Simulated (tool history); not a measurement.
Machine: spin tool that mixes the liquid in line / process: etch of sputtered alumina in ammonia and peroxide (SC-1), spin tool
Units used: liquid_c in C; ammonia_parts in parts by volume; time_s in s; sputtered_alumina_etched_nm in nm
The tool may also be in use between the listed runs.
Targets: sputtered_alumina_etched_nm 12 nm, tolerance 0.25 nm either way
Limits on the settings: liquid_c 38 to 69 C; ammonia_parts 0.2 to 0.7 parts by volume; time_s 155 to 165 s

run 1 day=0 | liquid_c=53 ammonia_parts=0.4 time_s=155 | sputtered_alumina_etched_nm=8.5143
run 2 day=0.321 | liquid_c=54 ammonia_parts=0.4 time_s=155 | sputtered_alumina_etched_nm=8.9139
run 3 day=0.446 | liquid_c=54.5 ammonia_parts=0.4 time_s=155 | sputtered_alumina_etched_nm=9.0257
run 4 day=0.512 | liquid_c=54.5 ammonia_parts=0.4 time_s=155 | sputtered_alumina_etched_nm=9.1028
run 5 day=0.633 | liquid_c=55 ammonia_parts=0.4 time_s=155 | sputtered_alumina_etched_nm=9.2495
run 6 day=0.846 | liquid_c=55.5 ammonia_parts=0.4 time_s=155 | sputtered_alumina_etched_nm=9.6875
run 7 day=0.917 | liquid_c=56 ammonia_parts=0.4 time_s=155 | sputtered_alumina_etched_nm=9.9609
run 8 day=0.988 | liquid_c=56.5 ammonia_parts=0.4 time_s=155 | sputtered_alumina_etched_nm=10.068
run 9 day=1.288 | liquid_c=57 ammonia_parts=0.4 time_s=155 | sputtered_alumina_etched_nm=10.553
run 10 day=1.408 | liquid_c=57.5 ammonia_parts=0.4 time_s=155 | sputtered_alumina_etched_nm=10.646
run 11 day=1.642 | liquid_c=58 ammonia_parts=0.4 time_s=155 | sputtered_alumina_etched_nm=11.041
run 12 day=1.983 | liquid_c=59 ammonia_parts=0.4 time_s=155 | sputtered_alumina_etched_nm=11.472

Below are 5 possible settings for the next run. Only one of them brings all results inside the allowed miss of their targets. Which is it?
run A day=2.325 | liquid_c=60.5 ammonia_parts=0.2 time_s=160 | sputtered_alumina_etched_nm=?
run B day=2.325 | liquid_c=58 ammonia_parts=0.4 time_s=160 | sputtered_alumina_etched_nm=?
run C day=2.325 | liquid_c=61 ammonia_parts=0.4 time_s=155 | sputtered_alumina_etched_nm=?
run D day=2.325 | liquid_c=58.5 ammonia_parts=0.35 time_s=160 | sputtered_alumina_etched_nm=?
run E day=2.325 | liquid_c=57 ammonia_parts=0.45 time_s=165 | sputtered_alumina_etched_nm=?

move=A sputtered_alumina_etched_nm=12.033
move=B sputtered_alumina_etched_nm=11.294
move=C sputtered_alumina_etched_nm=12.771
move=D sputtered_alumina_etched_nm=11.446
move=E sputtered_alumina_etched_nm=11.179
A: meets every target
B: moves away from the targets compared with the last run
C: takes the biggest miss from the last run beyond its target
D: just as far off the targets as the last run
E: moves away from the targets compared with the last run
Go with A: it meets all targets.
